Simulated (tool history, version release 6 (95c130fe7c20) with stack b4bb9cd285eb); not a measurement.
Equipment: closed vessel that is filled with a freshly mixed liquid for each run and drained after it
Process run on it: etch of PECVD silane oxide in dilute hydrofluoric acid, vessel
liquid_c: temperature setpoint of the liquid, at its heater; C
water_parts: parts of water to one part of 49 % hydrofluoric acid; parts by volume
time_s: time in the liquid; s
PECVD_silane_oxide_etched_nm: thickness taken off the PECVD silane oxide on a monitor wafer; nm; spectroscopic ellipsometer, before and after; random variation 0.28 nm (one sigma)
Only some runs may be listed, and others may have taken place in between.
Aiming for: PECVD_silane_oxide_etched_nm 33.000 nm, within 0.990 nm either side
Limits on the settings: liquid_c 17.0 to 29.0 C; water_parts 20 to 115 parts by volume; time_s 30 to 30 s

run  hour  liquid_c  water_parts  time_s  PECVD_silane_oxide_etched_nm
  1   0.0      21.0           65      30                        17.094
  2   5.8      23.5           60      30                        20.587
  3  13.8      25.0           55      30                        23.968
  4  18.0      26.0           50      30                        27.606
  5  26.1      26.0           65      30                        20.864
  6  28.7      26.0           50      30                        27.420
  7  30.6      27.0           50      30                        28.915
  8  33.8      27.5           50      30                        29.077
  9  41.1      28.0           50      30                        29.894
 10  42.9      28.0           50      30                        29.875
 11  45.1      28.5           50      30                        30.805
 12  48.2      29.0           45      30                        34.178
 13  56.6      28.5           45      30                        34.043

Exercise: of the 4 proposed moves below, exactly one satisfies all targets within the stated allowed misses. Which move is it?
  A  65.0      27.5           45      30                             ?
  B  65.0      27.0           40      30                             ?
  C  65.0      27.5           40      30                             ?
  D  65.0      29.0           45      30                             ?

move  PECVD_silane_oxide_etched_nm
   A                        33.238
   B                        36.912
   C                        37.666
   D                        35.291
A: every result within its allowed miss
B: further off than the last run
C: further off than the last run
D: further off than the last run
Answer: A

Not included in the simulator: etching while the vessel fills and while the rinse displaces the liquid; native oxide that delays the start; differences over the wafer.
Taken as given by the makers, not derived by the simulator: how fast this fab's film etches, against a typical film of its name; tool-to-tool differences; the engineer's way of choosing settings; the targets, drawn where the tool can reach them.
